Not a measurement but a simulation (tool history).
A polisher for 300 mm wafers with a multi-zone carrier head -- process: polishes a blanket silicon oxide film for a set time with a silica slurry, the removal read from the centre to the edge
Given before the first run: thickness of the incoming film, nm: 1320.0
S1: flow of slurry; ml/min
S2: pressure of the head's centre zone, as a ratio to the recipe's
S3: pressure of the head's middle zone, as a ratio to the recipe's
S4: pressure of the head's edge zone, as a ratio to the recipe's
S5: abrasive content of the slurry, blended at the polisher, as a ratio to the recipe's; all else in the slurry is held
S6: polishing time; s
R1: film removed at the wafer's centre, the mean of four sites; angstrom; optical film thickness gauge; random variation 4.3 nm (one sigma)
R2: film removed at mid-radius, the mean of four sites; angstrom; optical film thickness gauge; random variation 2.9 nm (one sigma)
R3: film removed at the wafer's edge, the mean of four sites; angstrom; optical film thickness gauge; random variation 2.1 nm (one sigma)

Run 1, hour 0.0: S1 230 ml/min, S2 1.00, S3 1.00, S4 1.00, S5 1.00, S6 49 s. Result: R1 2246.3 angstrom, R2 2303.3 angstrom, R3 2271.3 angstrom.
Run 2, hour 4.9: S1 230 ml/min, S2 0.95, S3 1.00, S4 1.00, S5 1.00, S6 49 s. Result: R1 2142.5 angstrom, R2 2340.7 angstrom, R3 2283.4 angstrom.
Run 3, hour 7.4: S1 230 ml/min, S2 0.95, S3 1.00, S4 1.00, S5 1.00, S6 39 s. Result: R1 1732.4 angstrom, R2 1819.9 angstrom, R3 1828.5 angstrom.
Run 4, hour 8.9: S1 230 ml/min, S2 0.95, S3 1.00, S4 1.00, S5 1.20, S6 39 s. Result: R1 1815.8 angstrom, R2 1976.4 angstrom, R3 1965.1 angstrom.
Run 5, hour 17.5: S1 195 ml/min, S2 0.95, S3 1.00, S4 1.00, S5 1.20, S6 39 s. Result: R1 1787.7 angstrom, R2 1935.7 angstrom, R3 1941.5 angstrom.
Run 6, hour 24.2: S1 210 ml/min, S2 0.99, S3 1.01, S4 1.01, S5 1.25, S6 41 s. Result: R1 2012.6 angstrom, R2 2078.3 angstrom, R3 2074.3 angstrom.
Run 7, hour 30.3: S1 210 ml/min, S2 0.99, S3 1.01, S4 1.01, S5 1.25, S6 41 s. Result: R1 2032.6 angstrom, R2 2103.5 angstrom, R3 2055.7 angstrom.
Run 8, hour 36.8: S1 220 ml/min, S2 1.01, S3 1.01, S4 1.03, S5 1.30, S6 43 s. Result: R1 2209.9 angstrom, R2 2250.1 angstrom, R3 2258.1 angstrom.
Run 9, hour 45.2: S1 230 ml/min, S2 1.04, S3 1.03, S4 1.05, S5 1.35, S6 44 s. Result: R1 2360.2 angstrom, R2 2364.6 angstrom, R3 2371.5 angstrom.
Run 10, hour 51.4: S1 240 ml/min, S2 1.06, S3 1.05, S4 1.06, S5 1.35, S6 45 s. Result: R1 2410.3 angstrom, R2 2476.9 angstrom, R3 2424.4 angstrom.
Run 11, hour 55.4: S1 245 ml/min, S2 1.08, S3 1.05, S4 1.06, S5 1.35, S6 46 s. Result: R1 2580.5 angstrom, R2 2545.2 angstrom, R3 2469.7 angstrom.
Run 12, hour 57.2: S1 250 ml/min, S2 1.10, S3 1.06, S4 1.07, S5 1.35, S6 47 s. Result: R1 2745.9 angstrom, R2 2620.2 angstrom, R3 2587.7 angstrom.
Run 13, hour 64.0: S1 260 ml/min, S2 1.11, S3 1.07, S4 1.08, S5 1.35, S6 47 s. Result: R1 2731.4 angstrom, R2 2663.4 angstrom, R3 2586.1 angstrom.
Run 14, hour 65.7: S1 265 ml/min, S2 1.12, S3 1.08, S4 1.09, S5 1.35, S6 48 s. Result: R1 2812.9 angstrom, R2 2705.9 angstrom, R3 2601.4 angstrom.
Run 15, hour 67.1: S1 265 ml/min, S2 1.13, S3 1.08, S4 1.09, S5 1.35, S6 49 s. Result: R1 2926.9 angstrom, R2 2811.8 angstrom, R3 2723.5 angstrom.
Run 16, hour 67.9: S1 270 ml/min, S2 1.14, S3 1.09, S4 1.10, S5 1.35, S6 49 s. Result: R1 2995.1 angstrom, R2 2792.6 angstrom, R3 2737.8 angstrom.

Forecast run 17:
Run 17, hour 69.5: S1 275 ml/min, S2 1.15, S3 1.10, S4 1.11, S5 1.35, S6 49 s. Result: R1 ?, R2 ?, R3 ?.

R1: 2924.8 angstrom
R2: 2806.1 angstrom
R3: 2721.0 angstrom

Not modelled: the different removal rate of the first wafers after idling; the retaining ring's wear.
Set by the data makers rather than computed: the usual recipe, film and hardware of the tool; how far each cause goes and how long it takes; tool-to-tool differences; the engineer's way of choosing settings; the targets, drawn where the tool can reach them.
